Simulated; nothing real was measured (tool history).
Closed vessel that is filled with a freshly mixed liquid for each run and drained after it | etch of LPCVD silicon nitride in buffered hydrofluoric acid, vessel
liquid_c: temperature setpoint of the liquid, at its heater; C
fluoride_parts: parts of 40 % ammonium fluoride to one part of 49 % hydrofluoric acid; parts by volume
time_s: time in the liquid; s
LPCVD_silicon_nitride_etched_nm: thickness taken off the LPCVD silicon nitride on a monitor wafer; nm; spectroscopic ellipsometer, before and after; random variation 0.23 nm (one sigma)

run,day,liquid_c,fluoride_parts,time_s,LPCVD_silicon_nitride_etched_nm
1,0.000,20.0,21.0,2800,17.829
2,0.233,22.0,21.0,2800,19.531
3,0.546,22.0,25.0,2800,17.569
4,0.646,22.5,24.5,2800,18.215
# day 0.679: thermometer replaced
5,0.679,25.0,24.5,2800,18.962
6,0.758,21.5,24.5,2800,15.541
7,0.808,22.5,24.5,2800,16.344
8,0.950,23.0,24.0,2800,17.148

Forecast run 9:
9,1.204,23.5,23.0,2800,?

Run 9 gave LPCVD_silicon_nitride_etched_nm 18.195 nm.
